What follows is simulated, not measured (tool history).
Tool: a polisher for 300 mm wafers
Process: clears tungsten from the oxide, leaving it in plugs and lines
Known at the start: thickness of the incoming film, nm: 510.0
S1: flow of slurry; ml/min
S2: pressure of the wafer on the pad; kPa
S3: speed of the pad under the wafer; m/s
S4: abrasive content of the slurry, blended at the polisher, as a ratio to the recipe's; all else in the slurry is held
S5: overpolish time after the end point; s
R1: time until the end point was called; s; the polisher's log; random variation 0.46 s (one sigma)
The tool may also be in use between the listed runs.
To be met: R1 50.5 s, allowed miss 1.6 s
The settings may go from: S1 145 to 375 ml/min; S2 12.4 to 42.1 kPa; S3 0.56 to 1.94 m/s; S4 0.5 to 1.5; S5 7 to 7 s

run 1 hour=0 | S1=240 S2=26.9 S3=1.24 S4=1 S5=7 | R1=81.998
run 2 hour=8.4 | S1=240 S2=29.6 S3=1.24 S4=1 S5=7 | R1=73.881
run 3 hour=14.9 | S1=240 S2=31.7 S3=1.24 S4=1 S5=7 | R1=69.856
run 4 hour=16.5 | S1=240 S2=31.7 S3=1.24 S4=0.9 S5=7 | R1=72.21
run 5 hour=21.4 | S1=240 S2=31.7 S3=1.24 S4=0.9 S5=7 | R1=72.345
run 6 hour=24.8 | S1=240 S2=31.7 S3=1.24 S4=0.8 S5=7 | R1=76.485
run 7 hour=31.1 | S1=240 S2=34.5 S3=1.26 S4=0.8 S5=7 | R1=69.478
run 8 hour=36.8 | S1=240 S2=36.5 S3=1.28 S4=0.8 S5=7 | R1=65.057
run 9 hour=42.7 | S1=240 S2=37.9 S3=1.32 S4=0.8 S5=7 | R1=60.921
run 10 hour=47.5 | S1=240 S2=38.6 S3=1.34 S4=0.8 S5=7 | R1=59.705
run 11 hour=49.3 | S1=240 S2=39.3 S3=1.36 S4=0.8 S5=7 | R1=56.948
run 12 hour=51.4 | S1=240 S2=40 S3=1.38 S4=0.8 S5=7 | R1=55.134

Which of these 4 next moves meets every target?
run A hour=53.5 | S1=165 S2=40 S3=1.76 S4=0.6 S5=7 | R1=?
run B hour=53.5 | S1=215 S2=40 S3=1.22 S4=0.8 S5=7 | R1=?
run C hour=53.5 | S1=230 S2=40.7 S3=1.28 S4=0.7 S5=7 | R1=?
run D hour=53.5 | S1=235 S2=33.8 S3=1.36 S4=1 S5=7 | R1=?

move=A R1=51.287
move=B R1=62.797
move=C R1=61.799
move=D R1=60.78
A: meets every target
B: further off than the last run
C: further off than the last run
D: further off than the last run
Move A is the one to make.
